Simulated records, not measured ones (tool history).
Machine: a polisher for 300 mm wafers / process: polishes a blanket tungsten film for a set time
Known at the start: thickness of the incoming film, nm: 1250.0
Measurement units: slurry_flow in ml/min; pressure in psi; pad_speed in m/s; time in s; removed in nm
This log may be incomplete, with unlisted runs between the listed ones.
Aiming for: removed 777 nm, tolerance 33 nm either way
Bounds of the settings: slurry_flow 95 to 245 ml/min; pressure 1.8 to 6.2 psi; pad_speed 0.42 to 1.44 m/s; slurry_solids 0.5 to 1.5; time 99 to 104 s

run 1 hour=0 | slurry_flow=155 pressure=4 pad_speed=0.92 slurry_solids=1 time=99 | removed=495.67
run 2 hour=2.6 | slurry_flow=160 pressure=4.5 pad_speed=0.92 slurry_solids=1 time=99 | removed=558.91
run 3 hour=4.6 | slurry_flow=160 pressure=4.5 pad_speed=0.92 slurry_solids=1.2 time=99 | removed=555.34
run 4 hour=7.1 | slurry_flow=160 pressure=4.5 pad_speed=0.92 slurry_solids=1.3 time=99 | removed=589.37
run 5 hour=15.3 | slurry_flow=160 pressure=4.8 pad_speed=0.92 slurry_solids=1.3 time=99 | removed=602.58
run 6 hour=17.8 | slurry_flow=165 pressure=5.1 pad_speed=0.92 slurry_solids=1.3 time=99 | removed=647.77
run 7 hour=23.7 | slurry_flow=165 pressure=5.3 pad_speed=0.92 slurry_solids=1.3 time=99 | removed=661.44
run 8 hour=32.6 | slurry_flow=165 pressure=5.5 pad_speed=0.92 slurry_solids=1.3 time=99 | removed=672.23
run 9 hour=34.5 | slurry_flow=170 pressure=5.7 pad_speed=0.92 slurry_solids=1.3 time=99 | removed=682.96
run 10 hour=41.8 | slurry_flow=170 pressure=5.8 pad_speed=0.94 slurry_solids=1.3 time=99 | removed=722.56
run 11 hour=45 | slurry_flow=170 pressure=5.9 pad_speed=0.94 slurry_solids=1.3 time=99 | removed=717.25

Next run, 4 choices. One meets every target within its allowed miss, the rest don't. Which?
run A hour=48.2 | slurry_flow=180 pressure=5.9 pad_speed=0.96 slurry_solids=1.2 time=103 | removed=?
run B hour=48.2 | slurry_flow=170 pressure=4.8 pad_speed=1 slurry_solids=1.1 time=99 | removed=?
run C hour=48.2 | slurry_flow=170 pressure=5.6 pad_speed=0.82 slurry_solids=1.25 time=101 | removed=?
run D hour=48.2 | slurry_flow=165 pressure=5.7 pad_speed=0.96 slurry_solids=0.8 time=99 | removed=?

move=A removed=776.24
move=B removed=645.66
move=C removed=628.15
move=D removed=656.76
A: all results land within tolerance of their targets
B: moves away from the targets compared with the last run
C: moves away from the targets compared with the last run
D: moves away from the targets compared with the last run
The move that meets every target is A.
